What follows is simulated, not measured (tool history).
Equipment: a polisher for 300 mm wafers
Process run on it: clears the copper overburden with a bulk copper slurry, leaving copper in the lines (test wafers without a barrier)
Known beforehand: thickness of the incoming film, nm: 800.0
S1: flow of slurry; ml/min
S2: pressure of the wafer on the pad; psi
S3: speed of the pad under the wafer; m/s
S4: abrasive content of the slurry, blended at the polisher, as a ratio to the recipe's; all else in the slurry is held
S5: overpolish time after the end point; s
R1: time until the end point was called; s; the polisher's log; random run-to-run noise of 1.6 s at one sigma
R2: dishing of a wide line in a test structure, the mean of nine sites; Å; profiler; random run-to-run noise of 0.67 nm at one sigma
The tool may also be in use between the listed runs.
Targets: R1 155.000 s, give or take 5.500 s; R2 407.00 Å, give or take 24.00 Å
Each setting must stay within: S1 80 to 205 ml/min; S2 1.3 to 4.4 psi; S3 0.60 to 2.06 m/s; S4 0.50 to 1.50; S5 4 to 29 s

Run 1, day 0.000: S1 135 ml/min, S2 2.8 psi, S3 1.32 m/s, S4 1.00, S5 15 s. Result: R1 80.266 s, R2 739.67 Å.
Run 2, day 0.317: S1 135 ml/min, S2 2.6 psi, S3 1.30 m/s, S4 1.00, S5 14 s. Result: R1 87.021 s, R2 662.45 Å.
Run 3, day 0.508: S1 135 ml/min, S2 2.6 psi, S3 1.30 m/s, S4 1.00, S5 9 s. Result: R1 87.727 s, R2 487.88 Å.
Run 4, day 0.562: S1 135 ml/min, S2 2.4 psi, S3 1.28 m/s, S4 1.00, S5 9 s. Result: R1 96.330 s, R2 460.27 Å.
Run 5, day 0.629: S1 135 ml/min, S2 2.3 psi, S3 1.28 m/s, S4 1.00, S5 10 s. Result: R1 99.315 s, R2 482.42 Å.
Run 6, day 1.004: S1 135 ml/min, S2 2.3 psi, S3 1.28 m/s, S4 1.00, S5 4 s. Result: R1 99.515 s, R2 242.27 Å.
Run 7, day 1.158: S1 135 ml/min, S2 2.2 psi, S3 1.26 m/s, S4 1.00, S5 5 s. Result: R1 105.890 s, R2 274.13 Å.
Run 8, day 1.479: S1 135 ml/min, S2 2.1 psi, S3 1.26 m/s, S4 1.00, S5 6 s. Result: R1 110.090 s, R2 309.60 Å.
Run 9, day 1.546: S1 135 ml/min, S2 2.0 psi, S3 1.26 m/s, S4 1.00, S5 7 s. Result: R1 114.540 s, R2 329.44 Å.
Run 10, day 1.767: S1 135 ml/min, S2 1.9 psi, S3 1.26 m/s, S4 1.00, S5 7 s. Result: R1 122.220 s, R2 319.38 Å.
Run 11, day 2.008: S1 135 ml/min, S2 1.8 psi, S3 1.26 m/s, S4 1.00, S5 7 s. Result: R1 127.730 s, R2 303.34 Å.
Run 12, day 2.217: S1 115 ml/min, S2 1.4 psi, S3 1.20 m/s, S4 1.00, S5 14 s. Result: R1 172.800 s, R2 401.61 Å.
Run 13, day 2.425: S1 120 ml/min, S2 1.4 psi, S3 1.20 m/s, S4 1.00, S5 14 s. Result: R1 171.970 s, R2 400.55 Å.
Run 14, day 2.633: S1 125 ml/min, S2 1.4 psi, S3 1.20 m/s, S4 1.00, S5 14 s. Result: R1 172.670 s, R2 410.91 Å.

Of the 5 settings listed for the next run, only one would bring every result within its allowed miss of target. Which one?
Run A, day 2.842: S1 120 ml/min, S2 1.6 psi, S3 1.08 m/s, S4 0.95, S5 18 s. Result: R1 ?, R2 ?.
Run B, day 2.842: S1 110 ml/min, S2 1.5 psi, S3 1.24 m/s, S4 1.10, S5 11 s. Result: R1 ?, R2 ?.
Run C, day 2.842: S1 145 ml/min, S2 1.5 psi, S3 1.30 m/s, S4 0.85, S5 13 s. Result: R1 ?, R2 ?.
Run D, day 2.842: S1 135 ml/min, S2 1.3 psi, S3 1.22 m/s, S4 1.10, S5 17 s. Result: R1 ?, R2 ?.
Run E, day 2.842: S1 135 ml/min, S2 1.6 psi, S3 1.04 m/s, S4 1.05, S5 17 s. Result: R1 ?, R2 ?.

move       R1      R2
   A  170.960  477.86
   B  160.040  351.92
   C  155.560  405.55
   D  176.810  437.22
   E  166.750  467.99
A: nearer than the last run, and not there yet
B: brings the last run's worst result on target, with another outside its allowed miss
C: meets every target
D: misses by more than the last run did
E: nearer than the last run, and not there yet
The move that meets every target is C.
